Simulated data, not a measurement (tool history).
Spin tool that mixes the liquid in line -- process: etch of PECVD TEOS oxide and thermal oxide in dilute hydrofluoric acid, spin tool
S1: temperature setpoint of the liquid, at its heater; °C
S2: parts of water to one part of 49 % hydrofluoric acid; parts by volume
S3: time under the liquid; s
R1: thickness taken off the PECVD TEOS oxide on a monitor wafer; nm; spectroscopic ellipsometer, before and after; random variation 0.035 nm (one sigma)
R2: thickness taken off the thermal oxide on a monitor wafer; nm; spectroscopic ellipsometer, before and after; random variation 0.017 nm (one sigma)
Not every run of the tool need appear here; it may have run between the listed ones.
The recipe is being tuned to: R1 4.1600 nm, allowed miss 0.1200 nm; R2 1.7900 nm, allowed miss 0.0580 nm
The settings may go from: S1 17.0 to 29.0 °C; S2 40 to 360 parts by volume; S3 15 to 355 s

run  hour    S1   S2   S3      R1      R2
  1   0.0  21.0  200  180  8.1234  3.4986
  2   2.2  19.5  230  180  6.5542  2.8041
  3  11.1  19.0  250  180  5.8327  2.5019
  4  18.1  17.0  250  180  5.2703  2.2788
  5  19.2  17.0  200  180  6.8793  2.9730
  6  20.7  17.0  230  180  5.9011  2.4975
  7  28.3  17.0  255  180  5.2162  2.2307
  8  30.5  17.0  270  180  4.8846  2.1094
  9  38.4  17.0  280  180  4.6559  1.9832
 10  39.8  17.0  285  180  4.4824  1.9387
 11  47.9  17.0  290  180  4.4585  1.8968

Of the 5 settings listed for the next run, only one would bring every result within its allowed miss of target. Which one?
  A  56.0  17.0  170  100   ?   ?
  B  56.0  17.0  280  160   ?   ?
  C  56.0  17.5  315  220   ?   ?
  D  56.0  18.0  255  155   ?   ?
  E  56.0  17.0  295  200   ?   ?

move      R1      R2
   A  4.7788  2.0136
   B  4.2074  1.7728
   C  5.0884  2.1440
   D  4.7522  2.0023
   E  4.9290  2.0769
A: its largest miss is bigger than the last run's
B: each result inside its tolerance
C: its largest miss is bigger than the last run's
D: its largest miss is bigger than the last run's
E: its largest miss is bigger than the last run's
B meets every target.

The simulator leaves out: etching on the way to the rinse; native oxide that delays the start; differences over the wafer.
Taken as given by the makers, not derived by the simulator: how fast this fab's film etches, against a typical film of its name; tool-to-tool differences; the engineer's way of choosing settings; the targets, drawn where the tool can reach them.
